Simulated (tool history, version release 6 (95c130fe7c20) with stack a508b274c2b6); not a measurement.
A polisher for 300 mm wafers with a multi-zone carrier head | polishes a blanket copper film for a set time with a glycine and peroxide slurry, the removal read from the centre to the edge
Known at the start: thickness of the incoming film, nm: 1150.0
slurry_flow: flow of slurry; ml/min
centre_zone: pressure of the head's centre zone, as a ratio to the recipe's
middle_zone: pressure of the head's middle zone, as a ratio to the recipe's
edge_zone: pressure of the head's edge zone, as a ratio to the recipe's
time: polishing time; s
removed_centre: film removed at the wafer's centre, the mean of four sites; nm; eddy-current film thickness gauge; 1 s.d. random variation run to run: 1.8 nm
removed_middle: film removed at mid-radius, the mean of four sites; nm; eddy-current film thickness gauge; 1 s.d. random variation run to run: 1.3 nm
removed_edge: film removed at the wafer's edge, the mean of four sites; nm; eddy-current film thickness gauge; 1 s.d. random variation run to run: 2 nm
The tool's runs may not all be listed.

{"run": 1, "hour": 0.0, "slurry_flow": 220, "centre_zone": 1.0, "middle_zone": 1.0, "edge_zone": 1.0, "time": 52, "removed_centre": 333.24, "removed_middle": 328.33, "removed_edge": 354.31}
{"run": 2, "hour": 2.4, "slurry_flow": 205, "centre_zone": 0.99, "middle_zone": 0.97, "edge_zone": 0.98, "time": 46, "removed_centre": 292.94, "removed_middle": 287.92, "removed_edge": 309.16}
{"run": 3, "hour": 5.5, "slurry_flow": 190, "centre_zone": 0.98, "middle_zone": 0.94, "edge_zone": 0.97, "time": 42, "removed_centre": 256.3, "removed_middle": 250.12, "removed_edge": 279.92}
{"run": 4, "hour": 13.3, "slurry_flow": 190, "centre_zone": 0.98, "middle_zone": 0.94, "edge_zone": 0.93, "time": 42, "removed_centre": 264.11, "removed_middle": 249.26, "removed_edge": 274.8}
{"run": 5, "hour": 17.2, "slurry_flow": 185, "centre_zone": 0.97, "middle_zone": 0.92, "edge_zone": 0.91, "time": 39, "removed_centre": 236.1, "removed_middle": 229.92, "removed_edge": 250.25}
{"run": 6, "hour": 20.2, "slurry_flow": 185, "centre_zone": 0.97, "middle_zone": 1.0, "edge_zone": 0.91, "time": 39, "removed_centre": 241.97, "removed_middle": 244.7, "removed_edge": 248.49}

Estimate the outcome of run 7 from the log above:
{"hour": 23.1, "done": "edge zone pressure recalibrated"}
{"run": 7, "hour": 23.1, "slurry_flow": 175, "centre_zone": 0.97, "middle_zone": 0.96, "edge_zone": 0.9, "time": 36, "removed_centre": "?", "removed_middle": "?", "removed_edge": "?"}

Logged for run 7: removed_centre 223.42 nm, removed_middle 217.48 nm, removed_edge 218.31 nm.

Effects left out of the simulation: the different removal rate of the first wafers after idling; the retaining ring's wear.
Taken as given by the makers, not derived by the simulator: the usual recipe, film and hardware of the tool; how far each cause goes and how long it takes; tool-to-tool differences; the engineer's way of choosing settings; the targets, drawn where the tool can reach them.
